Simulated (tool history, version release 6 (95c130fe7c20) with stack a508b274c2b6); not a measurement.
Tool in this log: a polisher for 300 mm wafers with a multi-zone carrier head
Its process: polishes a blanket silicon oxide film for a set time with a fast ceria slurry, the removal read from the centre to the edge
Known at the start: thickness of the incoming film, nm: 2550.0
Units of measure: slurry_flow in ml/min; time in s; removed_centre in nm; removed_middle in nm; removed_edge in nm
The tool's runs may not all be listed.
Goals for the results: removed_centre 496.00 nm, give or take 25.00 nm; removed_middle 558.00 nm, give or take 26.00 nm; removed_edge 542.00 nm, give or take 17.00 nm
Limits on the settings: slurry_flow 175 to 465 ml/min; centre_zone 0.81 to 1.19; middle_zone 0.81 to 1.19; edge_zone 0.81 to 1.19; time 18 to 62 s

run  hour  slurry_flow  centre_zone  middle_zone  edge_zone  time  removed_centre  removed_middle  removed_edge
  1   0.0          295         1.00         1.00       1.00    40          837.78          845.22        844.60
  2   2.4          295         0.99         1.00       0.99    38          785.35          782.77        800.72
  3   3.8          295         0.98         1.01       0.98    37          751.42          775.26        775.02
  4  11.7          295         1.04         1.01       0.98    37          784.90          789.65        770.74
  5  12.8          290         1.03         1.01       0.97    36          782.46          758.87        753.90
  6  17.7          335         1.03         1.01       0.97    36          778.46          754.24        754.51
  7  22.6          330         1.01         1.02       0.96    35          735.29          745.96        721.87
  8  24.1          330         0.99         1.02       0.95    34          710.19          727.98        698.16
  9  28.0          330         0.97         1.02       0.95    33          684.57          714.37        695.87
 10  32.1          330         0.96         1.02       0.95    32          641.90          691.60        663.15
 11  40.4          330         0.95         1.01       0.94    31          620.81          665.54        642.03

Pick the move, out of 5, that brings all results within their allowed miss; only one does.
  A  48.7          440         1.03         1.06       0.84    25               ?               ?             ?
  B  48.7          370         0.90         0.86       0.99    27               ?               ?             ?
  C  48.7          365         0.81         1.02       1.06    31               ?               ?             ?
  D  48.7          395         1.18         0.84       0.98    32               ?               ?             ?
  E  48.7          275         0.89         0.99       0.91    27               ?               ?             ?

move  removed_centre  removed_middle  removed_edge
   A          553.00          558.18        495.48
   B          513.72          500.15        573.49
   C          530.34          661.78        678.82
   D          803.97          583.33        679.06
   E          494.54          548.60        539.77
A: moves the result that the last run missed by most past its target, out the other side
B: an improvement on the last run, though not all results are within tolerance
C: its largest miss is bigger than the last run's
D: its largest miss is bigger than the last run's
E: all results in spec
Answer: E
